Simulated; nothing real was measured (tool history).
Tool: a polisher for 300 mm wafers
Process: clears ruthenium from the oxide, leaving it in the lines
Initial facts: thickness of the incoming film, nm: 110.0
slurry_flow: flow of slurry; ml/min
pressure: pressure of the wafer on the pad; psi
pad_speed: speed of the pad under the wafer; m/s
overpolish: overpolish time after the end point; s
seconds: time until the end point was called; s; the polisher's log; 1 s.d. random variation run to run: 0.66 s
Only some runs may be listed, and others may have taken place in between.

Run 1, hour 0.0: slurry_flow 255 ml/min, pressure 2.2 psi, pad_speed 1.18 m/s, overpolish 26 s. Result: seconds 79.558 s.
Run 2, hour 5.0: slurry_flow 255 ml/min, pressure 2.3 psi, pad_speed 1.18 m/s, overpolish 26 s. Result: seconds 74.756 s.
Run 3, hour 9.3: slurry_flow 255 ml/min, pressure 2.4 psi, pad_speed 1.18 m/s, overpolish 26 s. Result: seconds 72.556 s.
Run 4, hour 11.9: slurry_flow 255 ml/min, pressure 2.4 psi, pad_speed 1.36 m/s, overpolish 26 s. Result: seconds 63.113 s.
Run 5, hour 15.5: slurry_flow 255 ml/min, pressure 2.5 psi, pad_speed 1.36 m/s, overpolish 26 s. Result: seconds 59.746 s.
At hour 17.2: worn pad replaced by a new one.
Run 6, hour 17.2: slurry_flow 255 ml/min, pressure 2.6 psi, pad_speed 1.36 m/s, overpolish 26 s. Result: seconds 55.142 s.

Forecast run 7:
Run 7, hour 17.8: slurry_flow 255 ml/min, pressure 2.7 psi, pad_speed 1.36 m/s, overpolish 26 s. Result: seconds ?.

{"run 7": {"seconds": 52.542}}
